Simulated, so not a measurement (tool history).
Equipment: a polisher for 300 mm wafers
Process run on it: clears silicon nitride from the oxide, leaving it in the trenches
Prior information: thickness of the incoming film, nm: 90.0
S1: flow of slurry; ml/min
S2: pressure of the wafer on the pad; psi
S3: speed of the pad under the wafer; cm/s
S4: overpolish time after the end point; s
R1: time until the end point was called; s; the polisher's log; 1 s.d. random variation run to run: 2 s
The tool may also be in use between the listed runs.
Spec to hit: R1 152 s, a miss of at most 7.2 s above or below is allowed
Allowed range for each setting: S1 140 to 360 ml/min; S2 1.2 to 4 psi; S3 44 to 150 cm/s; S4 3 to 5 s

run  hour   S1   S2  S3  S4      R1
  1     0  230  2.6  96   5  111.69
  2   6.4  230  2.5  96   5   117.4
  3  15.4  230  2.4  96   5   121.6
  4  22.9  270  2.4  96   5  117.18
  5  24.6  265  2.3  96   5  125.37
  6  32.3  265  2.2  96   5  128.93
  7  39.3  265  2.2  96   5  128.59
  8  44.3  265  2.1  96   5   133.7
  9  48.9  265    2  96   5   140.7

Which of these 4 next moves meets every target?
  A  53.5  280    2  102   4   ?
  B  53.5  235  2.2   78   3   ?
  C  53.5  285  1.9  110   3   ?
  D  53.5  310  2.3   92   5   ?

move      R1
   A  132.09
   B   153.6
   C  129.87
   D   124.7
A: misses by more than the last run did
B: meets every target
C: misses by more than the last run did
D: misses by more than the last run did
Correct choice: B, which meets every target
